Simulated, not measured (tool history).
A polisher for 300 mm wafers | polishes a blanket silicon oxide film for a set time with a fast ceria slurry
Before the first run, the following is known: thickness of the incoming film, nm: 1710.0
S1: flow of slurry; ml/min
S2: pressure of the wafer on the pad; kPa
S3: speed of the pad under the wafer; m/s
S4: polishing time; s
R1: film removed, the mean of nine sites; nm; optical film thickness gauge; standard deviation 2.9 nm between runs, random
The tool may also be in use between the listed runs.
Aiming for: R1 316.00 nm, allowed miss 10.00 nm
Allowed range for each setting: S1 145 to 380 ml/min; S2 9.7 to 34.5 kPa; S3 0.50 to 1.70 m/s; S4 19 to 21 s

| run | hour | S1 | S2 | S3 | S4 | R1 |
|---|---|---|---|---|---|---|
| 1 | 0.0 | 245 | 22.1 | 1.10 | 21 | 398.65 |
| 2 | 6.4 | 245 | 24.1 | 1.10 | 21 | 434.50 |
| 3 | 14.6 | 245 | 22.8 | 1.10 | 21 | 413.35 |
| 4 | 19.9 | 245 | 21.4 | 1.10 | 21 | 392.55 |
| 5 | 25.8 | 245 | 20.7 | 1.10 | 21 | 380.10 |
| 6 | 30.0 | 245 | 20.7 | 1.10 | 19 | 343.03 |
| 7 | 30.8 | 245 | 20.7 | 1.10 | 19 | 343.83 |
| 8 | 31.7 | 240 | 19.3 | 1.10 | 19 | 327.56 |

Which one of the following 4 next-run settings gets every result inside its allowed miss? There is exactly one.
| A | 32.6 | 235 | 20.0 | 1.08 | 19 | ? |
| B | 32.6 | 290 | 15.2 | 1.12 | 21 | ? |
| C | 32.6 | 245 | 17.2 | 1.22 | 20 | ? |
| D | 32.6 | 245 | 15.2 | 1.14 | 20 | ? |

| move | R1 |
|---|---|
| A | 330.12 |
| B | 313.69 |
| C | 350.72 |
| D | 298.62 |
A: its largest miss is bigger than the last run's
B: each result inside its tolerance
C: its largest miss is bigger than the last run's
D: takes the result that was furthest off past its target
The right move is B.
